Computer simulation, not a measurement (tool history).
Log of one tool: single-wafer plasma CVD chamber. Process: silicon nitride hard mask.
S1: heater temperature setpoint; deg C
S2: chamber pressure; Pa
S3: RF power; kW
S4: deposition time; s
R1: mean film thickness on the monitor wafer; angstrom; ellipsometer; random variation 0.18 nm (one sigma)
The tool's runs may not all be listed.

| run | hour | S1 | S2 | S3 | S4 | R1 |
|---|---|---|---|---|---|---|
| 1 | 0.0 | 405 | 223 | 0.300 | 33.3 | 377.39 |
| 2 | 5.3 | 405 | 212 | 0.300 | 33.3 | 373.40 |
| 3 | 10.6 | 405 | 229 | 0.300 | 33.3 | 382.11 |
| 4 | 17.0 | 405 | 217 | 0.300 | 33.3 | 381.20 |
| 5 | 20.0 | 405 | 188 | 0.300 | 33.3 | 358.97 |
| 6 | 21.8 | 405 | 183 | 0.300 | 33.3 | 360.27 |
| 7 | 22.8 | 405 | 176 | 0.300 | 33.3 | 354.32 |
| 8 | 31.8 | 405 | 172 | 0.300 | 33.3 | 356.27 |
|  | 34.5 | RF generator calibrated |
| 9 | 34.5 | 405 | 167 | 0.300 | 33.3 | 374.27 |
| 10 | 37.8 | 405 | 167 | 0.300 | 33.3 | 375.02 |
| 11 | 45.5 | 405 | 167 | 0.290 | 33.3 | 365.32 |
| 12 | 52.1 | 405 | 133 | 0.270 | 33.3 | 313.94 |
| 13 | 60.9 | 405 | 141 | 0.270 | 33.3 | 319.87 |
| 14 | 63.2 | 405 | 147 | 0.270 | 33.3 | 325.33 |

Forecast run 15:
| 15 | 71.7 | 405 | 151 | 0.270 | 33.3 | ? |

{"run 15": {"R1": 328.73}}
